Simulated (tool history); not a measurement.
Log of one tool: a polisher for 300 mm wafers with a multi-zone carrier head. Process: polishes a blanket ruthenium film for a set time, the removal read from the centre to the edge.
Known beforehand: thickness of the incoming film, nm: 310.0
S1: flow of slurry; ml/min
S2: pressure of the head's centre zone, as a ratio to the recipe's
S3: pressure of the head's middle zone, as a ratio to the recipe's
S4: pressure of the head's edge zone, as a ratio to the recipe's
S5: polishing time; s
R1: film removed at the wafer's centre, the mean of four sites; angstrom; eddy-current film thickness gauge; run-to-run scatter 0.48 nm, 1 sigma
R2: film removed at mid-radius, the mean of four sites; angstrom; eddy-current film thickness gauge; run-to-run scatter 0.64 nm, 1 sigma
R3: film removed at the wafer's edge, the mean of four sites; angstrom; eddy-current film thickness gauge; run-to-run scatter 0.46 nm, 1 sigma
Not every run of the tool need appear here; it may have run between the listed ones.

Run 1, day 0.000: S1 150 ml/min, S2 1.00, S3 1.00, S4 1.00, S5 47 s. Result: R1 434.25 angstrom, R2 434.57 angstrom, R3 428.05 angstrom.
Run 2, day 0.175: S1 150 ml/min, S2 0.95, S3 1.00, S4 1.00, S5 47 s. Result: R1 412.62 angstrom, R2 437.01 angstrom, R3 426.91 angstrom.
Run 3, day 0.371: S1 150 ml/min, S2 0.95, S3 1.00, S4 0.97, S5 47 s. Result: R1 417.99 angstrom, R2 433.70 angstrom, R3 433.17 angstrom.
Run 4, day 0.525: S1 130 ml/min, S2 0.95, S3 1.00, S4 0.97, S5 47 s. Result: R1 406.19 angstrom, R2 414.48 angstrom, R3 422.20 angstrom.
Run 5, day 0.883: S1 130 ml/min, S2 0.95, S3 1.00, S4 1.01, S5 47 s. Result: R1 410.20 angstrom, R2 408.83 angstrom, R3 434.76 angstrom.
Run 6, day 1.183: S1 130 ml/min, S2 0.95, S3 1.00, S4 1.01, S5 57 s. Result: R1 496.13 angstrom, R2 497.32 angstrom, R3 512.95 angstrom.
Run 7, day 1.421: S1 140 ml/min, S2 0.97, S3 0.99, S4 1.02, S5 57 s. Result: R1 509.13 angstrom, R2 507.54 angstrom, R3 527.99 angstrom.
Run 8, day 1.462: S1 140 ml/min, S2 0.97, S3 0.99, S4 1.02, S5 57 s. Result: R1 507.77 angstrom, R2 504.83 angstrom, R3 525.87 angstrom.
Run 9, day 1.671: S1 180 ml/min, S2 1.07, S3 1.00, S4 1.00, S5 57 s. Result: R1 569.40 angstrom, R2 530.40 angstrom, R3 535.02 angstrom.
Run 10, day 2.004: S1 185 ml/min, S2 1.08, S3 1.00, S4 1.00, S5 57 s. Result: R1 570.10 angstrom, R2 548.42 angstrom, R3 531.02 angstrom.
Run 11, day 2.321: S1 185 ml/min, S2 1.09, S3 0.99, S4 1.01, S5 57 s. Result: R1 578.12 angstrom, R2 531.12 angstrom, R3 534.52 angstrom.
Run 12, day 2.667: S1 190 ml/min, S2 1.10, S3 0.99, S4 1.01, S5 57 s. Result: R1 589.09 angstrom, R2 517.13 angstrom, R3 531.98 angstrom.
Run 13, day 2.712: S1 190 ml/min, S2 1.11, S3 0.99, S4 1.01, S5 57 s. Result: R1 597.48 angstrom, R2 536.56 angstrom, R3 535.89 angstrom.
Run 14, day 2.983: S1 200 ml/min, S2 1.13, S3 0.99, S4 1.03, S5 57 s. Result: R1 603.42 angstrom, R2 534.76 angstrom, R3 547.34 angstrom.

Run 15, settings as shown, results not yet in. Your forecast:
Run 15, day 3.321: S1 200 ml/min, S2 1.14, S3 0.99, S4 1.03, S5 57 s. Result: R1 ?, R2 ?, R3 ?.

R1: 613.57 angstrom
R2: 526.39 angstrom
R3: 538.85 angstrom
